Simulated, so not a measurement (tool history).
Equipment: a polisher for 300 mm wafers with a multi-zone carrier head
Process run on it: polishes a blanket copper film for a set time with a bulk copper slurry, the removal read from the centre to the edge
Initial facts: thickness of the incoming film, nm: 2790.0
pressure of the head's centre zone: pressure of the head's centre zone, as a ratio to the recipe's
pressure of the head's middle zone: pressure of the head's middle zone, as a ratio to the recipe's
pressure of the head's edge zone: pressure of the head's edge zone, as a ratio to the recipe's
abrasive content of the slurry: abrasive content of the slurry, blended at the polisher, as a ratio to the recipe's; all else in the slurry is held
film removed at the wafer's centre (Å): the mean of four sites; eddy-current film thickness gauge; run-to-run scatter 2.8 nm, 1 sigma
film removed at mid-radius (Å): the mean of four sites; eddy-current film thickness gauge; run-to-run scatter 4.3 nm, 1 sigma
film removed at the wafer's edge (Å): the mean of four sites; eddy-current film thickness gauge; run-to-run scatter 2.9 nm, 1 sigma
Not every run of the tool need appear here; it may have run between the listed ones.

run    day  flow of slurry (ml/min)  pressure of the head's centre zone  pressure of the head's middle zone  pressure of the head's edge zone  abrasive content of the slurry  polishing time (s)  film removed at the wafer's centre (Å)  film removed at mid-radius (Å)  film removed at the wafer's edge (Å)
  1      0                      295                                   1                                   1                                 1                               1                  82                                    6566                          6717.6                                6673.8
  2  0.292                      305                                1.02                                1.01                              0.96                            0.85                  70                                  5508.8                            5567                                5337.5
  3  0.392                      305                                1.02                                1.01                              0.96                            0.85                  52                                    4050                          4088.3                                3935.9
  4  0.592                      305                                1.02                                1.01                              0.89                            0.85                  52                                  4093.8                          4076.1                                3891.4
  5  0.821                      305                                1.02                                1.01                              0.89                            0.85                  44                                  3480.3                          3490.3                                3245.7
  6  1.104                      325                                1.04                                1.03                              0.89                            0.85                  44                                    3559                          3606.7                                  3285

Run 7 has not been measured yet. What should we expect?
  7  1.433                      325                                1.07                                1.04                               0.9                             0.9                  44                                       ?                               ?                                     ?

film removed at the wafer's centre (Å): 3717.7
film removed at mid-radius (Å): 3624.9
film removed at the wafer's edge (Å): 3310.6

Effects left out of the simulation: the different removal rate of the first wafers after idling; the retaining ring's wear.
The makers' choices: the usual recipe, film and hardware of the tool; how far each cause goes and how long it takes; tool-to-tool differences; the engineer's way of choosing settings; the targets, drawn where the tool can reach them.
